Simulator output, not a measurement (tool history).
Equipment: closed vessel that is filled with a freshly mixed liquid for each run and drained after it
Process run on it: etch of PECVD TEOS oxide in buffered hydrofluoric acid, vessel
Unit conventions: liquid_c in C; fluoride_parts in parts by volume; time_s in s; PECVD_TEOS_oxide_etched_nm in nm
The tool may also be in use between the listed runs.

run,hour,liquid_c,fluoride_parts,time_s,PECVD_TEOS_oxide_etched_nm
1,0,23,17.5,95,122.37
2,8.3,23,17.5,95,123.07
3,14.6,25,17.5,95,136.79
4,22.6,25,13,95,181.6
5,25.3,21.5,13,95,151.18
6,32,21.5,13,95,150.49
# hour 38.4: thermometer replaced
7,38.4,22.5,13,95,147.21
8,43.6,23.5,13,95,155.34

What will run 9 give?
9,48.7,24.5,13,95,?

Run 9 measured PECVD_TEOS_oxide_etched_nm 163.67 nm.
